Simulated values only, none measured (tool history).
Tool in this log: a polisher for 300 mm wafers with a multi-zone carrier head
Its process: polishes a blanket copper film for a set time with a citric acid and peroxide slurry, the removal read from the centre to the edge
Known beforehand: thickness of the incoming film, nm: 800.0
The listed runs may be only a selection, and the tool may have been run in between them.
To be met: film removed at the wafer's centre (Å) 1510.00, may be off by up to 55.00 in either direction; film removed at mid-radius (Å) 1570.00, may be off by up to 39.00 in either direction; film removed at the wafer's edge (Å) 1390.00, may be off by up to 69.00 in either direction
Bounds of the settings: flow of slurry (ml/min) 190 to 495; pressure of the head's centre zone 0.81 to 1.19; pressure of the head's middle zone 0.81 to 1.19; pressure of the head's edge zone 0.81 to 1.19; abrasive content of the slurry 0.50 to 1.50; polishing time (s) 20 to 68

| run | hour | flow of slurry (ml/min) | pressure of the head's centre zone | pressure of the head's middle zone | pressure of the head's edge zone | abrasive content of the slurry | polishing time (s) | film removed at the wafer's centre (Å) | film removed at mid-radius (Å) | film removed at the wafer's edge (Å) |
|---|---|---|---|---|---|---|---|---|---|---|
| 1 | 0.0 | 320 | 1.00 | 1.00 | 1.00 | 1.00 | 44 | 994.23 | 990.10 | 972.20 |
| 2 | 3.7 | 325 | 1.02 | 1.03 | 1.02 | 1.10 | 46 | 1068.00 | 1102.00 | 1055.10 |
| 3 | 7.6 | 330 | 1.05 | 1.05 | 1.03 | 1.20 | 47 | 1138.20 | 1150.20 | 1095.60 |
| 4 | 14.8 | 330 | 1.05 | 1.05 | 1.03 | 1.30 | 47 | 1156.00 | 1156.10 | 1113.60 |
| 5 | 19.9 | 330 | 1.05 | 1.10 | 1.03 | 1.30 | 47 | 1130.40 | 1193.90 | 1106.80 |
| 6 | 28.3 | 330 | 1.05 | 1.10 | 1.03 | 1.30 | 39 | 958.76 | 991.74 | 919.65 |
| 7 | 32.8 | 340 | 1.07 | 1.12 | 1.04 | 1.35 | 42 | 1063.60 | 1086.40 | 1019.70 |
| 8 | 40.7 | 345 | 1.08 | 1.13 | 1.03 | 1.35 | 45 | 1132.10 | 1195.70 | 1077.60 |
| 9 | 43.8 | 360 | 1.10 | 1.14 | 1.04 | 1.40 | 46 | 1216.70 | 1253.50 | 1087.90 |
| 10 | 51.0 | 355 | 1.10 | 1.15 | 1.06 | 1.40 | 48 | 1281.20 | 1291.40 | 1156.80 |
| 11 | 54.1 | 355 | 1.10 | 1.15 | 1.06 | 1.40 | 48 | 1258.90 | 1297.50 | 1167.00 |
| 12 | 54.7 | 360 | 1.10 | 1.16 | 1.07 | 1.40 | 49 | 1269.40 | 1335.30 | 1204.70 |
| 13 | 57.0 | 365 | 1.11 | 1.17 | 1.08 | 1.40 | 50 | 1344.40 | 1380.40 | 1227.20 |
| 14 | 64.6 | 370 | 1.11 | 1.17 | 1.09 | 1.40 | 51 | 1344.90 | 1421.80 | 1250.90 |
| 15 | 68.2 | 370 | 1.12 | 1.17 | 1.10 | 1.40 | 52 | 1399.60 | 1412.20 | 1266.80 |
| 16 | 77.0 | 370 | 1.12 | 1.17 | 1.10 | 1.40 | 53 | 1452.70 | 1472.70 | 1341.20 |

4 candidate next runs follow, results not yet known. Just one meets every target within its allowed miss. Identify it.
| A | 85.8 | 225 | 1.13 | 1.19 | 1.15 | 1.35 | 56 | ? | ? | ? |
| B | 85.8 | 385 | 1.19 | 1.11 | 1.12 | 1.35 | 53 | ? | ? | ? |
| C | 85.8 | 420 | 1.12 | 1.18 | 1.11 | 1.50 | 55 | ? | ? | ? |
| D | 85.8 | 190 | 1.13 | 1.09 | 1.19 | 1.50 | 57 | ? | ? | ? |

| move | film removed at the wafer's centre (Å) | film removed at mid-radius (Å) | film removed at the wafer's edge (Å) |
|---|---|---|---|
| A | 1416.90 | 1455.50 | 1344.40 |
| B | 1510.60 | 1378.90 | 1318.90 |
| C | 1510.10 | 1543.30 | 1391.00 |
| D | 1417.00 | 1355.10 | 1383.40 |
A: the biggest miss grows against the last run
B: the biggest miss grows against the last run
C: all results land within tolerance of their targets
D: the biggest miss grows against the last run
Correct choice: C, which meets every target

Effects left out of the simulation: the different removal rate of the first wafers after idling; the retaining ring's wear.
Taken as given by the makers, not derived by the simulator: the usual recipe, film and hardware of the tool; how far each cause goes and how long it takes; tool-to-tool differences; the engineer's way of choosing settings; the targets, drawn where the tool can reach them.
